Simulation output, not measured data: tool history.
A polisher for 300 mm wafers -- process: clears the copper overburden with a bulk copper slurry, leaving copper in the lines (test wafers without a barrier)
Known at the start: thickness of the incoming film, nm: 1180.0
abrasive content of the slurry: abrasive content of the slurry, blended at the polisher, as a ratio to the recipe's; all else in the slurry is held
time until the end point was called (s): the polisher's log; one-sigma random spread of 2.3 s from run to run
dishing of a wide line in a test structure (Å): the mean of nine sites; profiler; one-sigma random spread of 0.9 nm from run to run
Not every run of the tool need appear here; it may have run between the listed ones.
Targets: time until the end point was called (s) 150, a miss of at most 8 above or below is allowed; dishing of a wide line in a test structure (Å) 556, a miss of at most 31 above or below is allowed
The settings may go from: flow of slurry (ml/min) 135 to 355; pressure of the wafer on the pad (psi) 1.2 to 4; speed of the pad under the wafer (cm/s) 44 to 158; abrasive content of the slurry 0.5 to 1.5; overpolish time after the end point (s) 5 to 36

run	hour	flow of slurry (ml/min)	pressure of the wafer on the pad (psi)	speed of the pad under the wafer (cm/s)	abrasive content of the slurry	overpolish time after the end point (s)	time until the end point was called (s)	dishing of a wide line in a test structure (Å)
1	0	225	2.6	100	1	18	129.78	724.25
2	5.6	250	2.6	100	1	18	127.12	717.44
3	8.9	250	2.5	100	1	17	132.15	670.45
4	15.2	250	2.5	84	1	17	155.91	628.9
5	20.4	250	2.5	84	1	21	160.09	699.47
6	26.9	250	2.5	86	1	18	150.8	623.88
7	34.4	255	2.5	86	1	17	152.64	606.36
8	43.2	260	2.5	86	1	16	153.89	582.34

Of the 4 settings listed for the next run, only one would bring every result within its allowed miss of target. Which one?
A	52	230	2.5	86	1	20	?	?
B	52	225	2.6	90	1	16	?	?
C	52	255	1.9	96	1.25	14	?	?
D	52	330	2.4	90	0.95	14	?	?

move	time until the end point was called (s)	dishing of a wide line in a test structure (Å)
A	154.9	654.85
B	143.71	601.57
C	163.41	485.87
D	150.85	527.99
A: moves away from the targets compared with the last run
B: moves away from the targets compared with the last run
C: the result that was furthest off in the last run now lies on the other side of its target
D: in spec on every target
D is the move that brings every result within its allowed miss.

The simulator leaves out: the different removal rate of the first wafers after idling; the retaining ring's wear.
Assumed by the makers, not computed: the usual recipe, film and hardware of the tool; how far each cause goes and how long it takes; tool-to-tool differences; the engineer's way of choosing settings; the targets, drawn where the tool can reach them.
